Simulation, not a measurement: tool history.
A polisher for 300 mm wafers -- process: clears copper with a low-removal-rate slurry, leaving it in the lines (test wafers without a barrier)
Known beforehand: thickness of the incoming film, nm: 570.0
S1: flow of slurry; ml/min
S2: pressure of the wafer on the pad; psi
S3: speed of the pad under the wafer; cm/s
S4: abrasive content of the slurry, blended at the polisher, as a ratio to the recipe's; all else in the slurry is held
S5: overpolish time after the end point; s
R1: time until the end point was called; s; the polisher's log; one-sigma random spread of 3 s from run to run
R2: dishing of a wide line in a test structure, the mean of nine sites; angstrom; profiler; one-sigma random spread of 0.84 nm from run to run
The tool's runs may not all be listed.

run  hour   S1   S2  S3  S4  S5      R1      R2
  1     0  265    4  84   1  16   146.7  356.88
  2   3.6  265  3.8  84   1  18   152.1  389.91
  3   5.1  195  3.8  84   1  18  159.47  365.52
  4   8.9  195  3.1  84   1  18  183.84  323.07
  5  16.2  195    3  84   1  19  192.19  339.05
  6  24.2  195    3  84   1  20  195.06   348.4
  7  30.4  195    3  84   1  21  196.53  359.06

Forecast run 8:
  8  35.8  195   3  84   1  22   ?   ?

Run 8 yielded R1 194.5 s, R2 361.85 angstrom.

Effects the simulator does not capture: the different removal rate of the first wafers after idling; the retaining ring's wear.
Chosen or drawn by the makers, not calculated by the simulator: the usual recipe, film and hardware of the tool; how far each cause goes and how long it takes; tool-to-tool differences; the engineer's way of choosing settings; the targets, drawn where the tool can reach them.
